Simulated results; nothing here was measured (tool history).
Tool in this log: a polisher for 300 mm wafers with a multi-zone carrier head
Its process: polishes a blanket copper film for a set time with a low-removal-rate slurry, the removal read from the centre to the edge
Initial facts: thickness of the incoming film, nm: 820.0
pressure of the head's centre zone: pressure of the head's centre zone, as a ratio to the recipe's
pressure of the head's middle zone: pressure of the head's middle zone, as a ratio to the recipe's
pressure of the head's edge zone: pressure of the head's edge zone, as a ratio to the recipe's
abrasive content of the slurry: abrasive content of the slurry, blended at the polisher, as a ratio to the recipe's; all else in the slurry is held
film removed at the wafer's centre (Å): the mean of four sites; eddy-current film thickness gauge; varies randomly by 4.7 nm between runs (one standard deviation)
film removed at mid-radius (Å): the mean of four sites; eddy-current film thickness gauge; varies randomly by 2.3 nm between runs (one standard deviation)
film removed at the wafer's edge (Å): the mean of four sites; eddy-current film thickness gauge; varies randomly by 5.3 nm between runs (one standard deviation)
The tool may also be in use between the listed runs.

run  hour  flow of slurry (ml/min)  pressure of the head's centre zone  pressure of the head's middle zone  pressure of the head's edge zone  abrasive content of the slurry  polishing time (s)  film removed at the wafer's centre (Å)  film removed at mid-radius (Å)  film removed at the wafer's edge (Å)
  1     0                      165                                   1                                   1                                 1                               1                  82                                  2600.8                          2656.8                                2578.8
  2     3                      165                                   1                                   1                                 1                               1                  63                                  2020.3                          2033.2                                2025.7
  3   3.6                      165                                   1                                   1                              0.94                               1                  63                                  2033.3                          2073.6                                1986.9
  4   8.7                      175                                1.02                                   1                                 1                            1.15                  74                                  2539.9                          2536.4                                  2529
  5  14.6                      175                                1.02                                   1                                 1                            1.05                  74                                  2502.2                          2453.7                                2505.6
  6  16.3                      150                                1.02                                   1                                 1                            1.05                  74                                  2447.7                            2379                                2424.3
  7  21.5                      165                                1.07                                1.06                              1.05                             1.2                  76                                    2744                          2663.5                                2655.5
  8  22.5                      185                                1.09                                1.07                              1.08                             1.3                  80                                  3098.3                          2982.9                                3009.5
  9  23.3                      200                                1.11                                1.09                              1.11                            1.35                  81                                  3285.9                          3132.8                                3045.2
 10  25.7                      190                                1.11                                1.09                              1.12                             1.4                  85                                  3348.9                            3248                                3320.1
 11  26.8                      200                                1.12                                1.09                              1.14                            1.45                  86                                  3541.5                          3364.1                                3443.7
 12  27.4                      210                                1.12                                1.09                              1.15                            1.45                  87                                  3619.4                          3446.8                                3501.1
 13  34.8                      210                                1.12                                1.09                              1.15                            1.45                  87                                  3555.8                          3450.4                                3374.7
 14  38.7                      200                                1.13                                1.11                              1.15                            1.45                  88                                  3659.9                          3523.8                                3402.6

Run 15 has not been measured yet. What should we expect?
 15  39.8                      205                                1.13                                 1.1                              1.16                            1.45                  89                                       ?                               ?                                     ?

{"run 15": {"film removed at the wafer's centre (Å)": 3645.6, "film removed at mid-radius (Å)": 3550.1, "film removed at the wafer's edge (Å)": 3451.7}}

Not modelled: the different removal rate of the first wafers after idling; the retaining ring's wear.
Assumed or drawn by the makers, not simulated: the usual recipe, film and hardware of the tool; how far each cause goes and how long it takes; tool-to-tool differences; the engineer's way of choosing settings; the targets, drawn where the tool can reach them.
